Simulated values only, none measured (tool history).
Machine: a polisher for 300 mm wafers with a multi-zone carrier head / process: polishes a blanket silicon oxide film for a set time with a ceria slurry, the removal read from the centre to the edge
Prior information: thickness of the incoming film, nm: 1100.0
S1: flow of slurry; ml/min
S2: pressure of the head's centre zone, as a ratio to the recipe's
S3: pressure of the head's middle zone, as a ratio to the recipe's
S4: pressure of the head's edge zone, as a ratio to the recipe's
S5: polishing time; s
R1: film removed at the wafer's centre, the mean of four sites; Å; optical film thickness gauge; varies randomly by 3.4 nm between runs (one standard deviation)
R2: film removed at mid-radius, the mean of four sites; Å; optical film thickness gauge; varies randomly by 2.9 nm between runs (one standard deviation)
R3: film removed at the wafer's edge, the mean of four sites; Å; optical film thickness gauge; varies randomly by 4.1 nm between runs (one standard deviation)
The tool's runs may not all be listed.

| run | hour | S1 | S2 | S3 | S4 | S5 | R1 | R2 | R3 |
|---|---|---|---|---|---|---|---|---|---|
| 1 | 0 | 155 | 1 | 1 | 1 | 68 | 4248.7 | 4191.8 | 4130.7 |
| 2 | 8.5 | 155 | 0.93 | 1 | 1 | 68 | 3920.1 | 4160.6 | 4127.2 |
| 3 | 13.2 | 150 | 0.92 | 0.97 | 0.97 | 65 | 3639.9 | 3942.5 | 3801.7 |
| 4 | 20.8 | 145 | 0.92 | 0.93 | 0.98 | 62 | 3482.7 | 3622.2 | 3685.6 |
| 5 | 24.4 | 145 | 1 | 0.93 | 0.98 | 62 | 3851.3 | 3584.2 | 3650.5 |
| 6 | 33 | 145 | 1 | 0.98 | 0.98 | 62 | 3828 | 3717.9 | 3741.4 |
| 7 | 40.6 | 135 | 0.98 | 0.95 | 0.97 | 60 | 3510.8 | 3513 | 3522.9 |

Run 8 has not been measured yet. What should we expect?
| 8 | 48.1 | 105 | 0.94 | 0.85 | 0.97 | 57 | ? | ? | ? |

R1: 3146.5 Å
R2: 2926.7 Å
R3: 3268.6 Å

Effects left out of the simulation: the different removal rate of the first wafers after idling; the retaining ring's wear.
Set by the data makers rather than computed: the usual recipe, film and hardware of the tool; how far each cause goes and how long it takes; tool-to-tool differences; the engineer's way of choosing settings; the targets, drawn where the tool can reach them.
